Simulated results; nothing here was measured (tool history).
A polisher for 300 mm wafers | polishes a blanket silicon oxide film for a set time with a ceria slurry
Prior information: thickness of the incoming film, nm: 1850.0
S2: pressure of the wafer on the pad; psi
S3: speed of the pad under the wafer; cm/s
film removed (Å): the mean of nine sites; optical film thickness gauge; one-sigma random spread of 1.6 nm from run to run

{"run": 1, "hour": 0.0, "flow of slurry (ml/min)": 235, "S2": 3.6, "S3": 86, "polishing time (s)": 39, "film removed (Å)": 1622.4}
{"run": 2, "hour": 2.9, "flow of slurry (ml/min)": 235, "S2": 3.6, "S3": 76, "polishing time (s)": 39, "film removed (Å)": 1458.4}
{"run": 3, "hour": 11.6, "flow of slurry (ml/min)": 245, "S2": 4.1, "S3": 76, "polishing time (s)": 39, "film removed (Å)": 1627.6}
{"run": 4, "hour": 16.4, "flow of slurry (ml/min)": 245, "S2": 4.6, "S3": 76, "polishing time (s)": 39, "film removed (Å)": 1792.1}
{"run": 5, "hour": 21.9, "flow of slurry (ml/min)": 250, "S2": 5, "S3": 78, "polishing time (s)": 39, "film removed (Å)": 1981}
{"run": 6, "hour": 27.1, "flow of slurry (ml/min)": 250, "S2": 5.2, "S3": 80, "polishing time (s)": 39, "film removed (Å)": 2104.5}
{"run": 7, "hour": 34.7, "flow of slurry (ml/min)": 250, "S2": 5.4, "S3": 80, "polishing time (s)": 39, "film removed (Å)": 2175.1}
{"run": 8, "hour": 39.0, "flow of slurry (ml/min)": 255, "S2": 5.5, "S3": 80, "polishing time (s)": 39, "film removed (Å)": 2228.7}

What does the tool deliver on the next run?
{"run": 9, "hour": 42.6, "flow of slurry (ml/min)": 255, "S2": 5.6, "S3": 80, "polishing time (s)": 39, "film removed (Å)": "?"}

film removed (Å): 2241.4
